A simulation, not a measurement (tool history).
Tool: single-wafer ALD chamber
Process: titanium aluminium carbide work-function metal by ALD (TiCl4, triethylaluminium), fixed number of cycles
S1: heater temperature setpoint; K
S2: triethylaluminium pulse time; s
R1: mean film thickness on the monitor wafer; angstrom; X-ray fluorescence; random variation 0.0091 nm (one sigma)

{"run": 1, "day": 0.0, "S1": 588.15, "S2": 7.92, "R1": 21.788}
{"run": 2, "day": 0.104, "S1": 595.15, "S2": 7.92, "R1": 22.223}
{"run": 3, "day": 0.292, "S1": 602.15, "S2": 7.92, "R1": 22.837}
{"run": 4, "day": 0.629, "S1": 596.15, "S2": 7.92, "R1": 22.395}
{"run": 5, "day": 0.846, "S1": 603.15, "S2": 7.92, "R1": 22.924}
{"run": 6, "day": 1.092, "S1": 598.15, "S2": 7.54, "R1": 22.267}

Forecast run 7:
{"day": 1.342, "done": "triethylaluminium bottle replaced"}
{"run": 7, "day": 1.342, "S1": 594.15, "S2": 7.28, "R1": "?"}

{"run 7": {"R1": 23.771}}

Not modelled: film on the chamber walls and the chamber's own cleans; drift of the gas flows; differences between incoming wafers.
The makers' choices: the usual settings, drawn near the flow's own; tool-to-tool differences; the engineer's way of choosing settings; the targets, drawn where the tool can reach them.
